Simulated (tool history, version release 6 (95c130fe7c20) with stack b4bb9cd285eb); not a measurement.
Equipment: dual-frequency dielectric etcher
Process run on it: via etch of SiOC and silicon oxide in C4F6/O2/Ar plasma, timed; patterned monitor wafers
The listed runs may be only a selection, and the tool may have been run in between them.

run  hour  source power (W)  bias power (W)  etch time (s)  mean etch depth across the wafer (Å)
  1     0               270             173             67                                652.89
  2   4.5               270             159             67                                 641.8
  3   9.1               270             132             67                                613.26
  4   9.7               300             139             67                                647.77
  5    14               300             166             67                                674.39
  6  17.5               310             169             67                                689.03
  7  21.3               320             171             67                                698.79

Run 8 is up next; what results do you expect?
  8  25.5               330             173             67                                     ?

{"run 8": {"mean etch depth across the wafer (Å)": 713.26}}

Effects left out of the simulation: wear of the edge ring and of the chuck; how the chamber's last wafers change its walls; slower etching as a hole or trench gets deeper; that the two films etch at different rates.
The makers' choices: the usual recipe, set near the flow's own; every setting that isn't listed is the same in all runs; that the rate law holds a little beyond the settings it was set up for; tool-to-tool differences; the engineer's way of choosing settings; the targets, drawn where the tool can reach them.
